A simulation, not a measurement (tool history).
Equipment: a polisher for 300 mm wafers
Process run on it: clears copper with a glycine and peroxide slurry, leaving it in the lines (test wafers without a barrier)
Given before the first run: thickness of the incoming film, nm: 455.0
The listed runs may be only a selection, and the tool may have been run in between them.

run,day,flow of slurry (ml/min),pressure of the wafer on the pad (psi),speed of the pad under the wafer (cm/s),overpolish time after the end point (s),time until the end point was called (s),dishing of a wide line in a test structure (angstrom)
1,0.000,185,2.2,78,11,98.511,155.790
2,0.267,175,2.1,82,10,99.633,154.540
3,0.408,175,2.1,68,10,114.040,149.920
4,0.438,170,2.2,64,9,116.250,144.200
5,0.746,170,2.2,64,6,115.680,118.250
6,0.896,185,2.3,60,6,118.410,121.760
7,1.079,175,2.4,58,6,119.300,119.840
8,1.417,170,2.5,56,6,116.000,118.860
9,1.458,120,3.1,36,3,143.560,65.349
10,1.808,125,3.1,38,3,131.970,66.256
11,1.971,130,3.1,38,3,137.830,68.106
12,2.225,135,3.1,40,3,127.280,69.754
13,2.358,140,3.1,40,3,128.280,68.058

Predict the results of run 14:
14,2.538,150,3.1,40,3,?,?

Run 14 produced time until the end point was called (s) 125.430, dishing of a wide line in a test structure (angstrom) 69.669.
